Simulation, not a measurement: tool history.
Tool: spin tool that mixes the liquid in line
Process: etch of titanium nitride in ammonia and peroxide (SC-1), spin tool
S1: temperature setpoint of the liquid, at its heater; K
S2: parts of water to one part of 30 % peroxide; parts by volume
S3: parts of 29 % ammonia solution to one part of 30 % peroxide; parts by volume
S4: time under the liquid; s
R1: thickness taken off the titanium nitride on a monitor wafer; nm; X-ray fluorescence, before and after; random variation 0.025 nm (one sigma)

Run 1, day 0: S1 331.15 K, S2 19.5 parts by volume, S3 0.65 parts by volume, S4 55 s. Result: R1 6.9534 nm.
Run 2, day 0.058: S1 328.65 K, S2 19.5 parts by volume, S3 0.65 parts by volume, S4 55 s. Result: R1 5.9583 nm.
Run 3, day 0.283: S1 326.65 K, S2 19.5 parts by volume, S3 0.65 parts by volume, S4 55 s. Result: R1 5.2304 nm.
Run 4, day 0.488: S1 325.15 K, S2 19.5 parts by volume, S3 0.65 parts by volume, S4 55 s. Result: R1 4.7029 nm.
Run 5, day 0.854: S1 325.15 K, S2 19.5 parts by volume, S3 0.65 parts by volume, S4 60 s. Result: R1 5.1018 nm.
Run 6, day 1.175: S1 323.65 K, S2 19.5 parts by volume, S3 0.65 parts by volume, S4 60 s. Result: R1 4.6039 nm.
Run 7, day 1.404: S1 322.65 K, S2 19.5 parts by volume, S3 0.65 parts by volume, S4 60 s. Result: R1 4.2942 nm.
Run 8, day 1.504: S1 321.65 K, S2 19.5 parts by volume, S3 0.65 parts by volume, S4 60 s. Result: R1 4.0507 nm.
Run 9, day 1.846: S1 320.65 K, S2 19.5 parts by volume, S3 0.65 parts by volume, S4 60 s. Result: R1 3.6774 nm.
Run 10, day 2.146: S1 320.15 K, S2 19.5 parts by volume, S3 0.65 parts by volume, S4 60 s. Result: R1 3.5895 nm.

The next listed run, before its measurement:
Run 11, day 2.233: S1 319.65 K, S2 19.5 parts by volume, S3 0.65 parts by volume, S4 60 s. Result: R1 ?.

Run 11 produced R1 3.4508 nm.

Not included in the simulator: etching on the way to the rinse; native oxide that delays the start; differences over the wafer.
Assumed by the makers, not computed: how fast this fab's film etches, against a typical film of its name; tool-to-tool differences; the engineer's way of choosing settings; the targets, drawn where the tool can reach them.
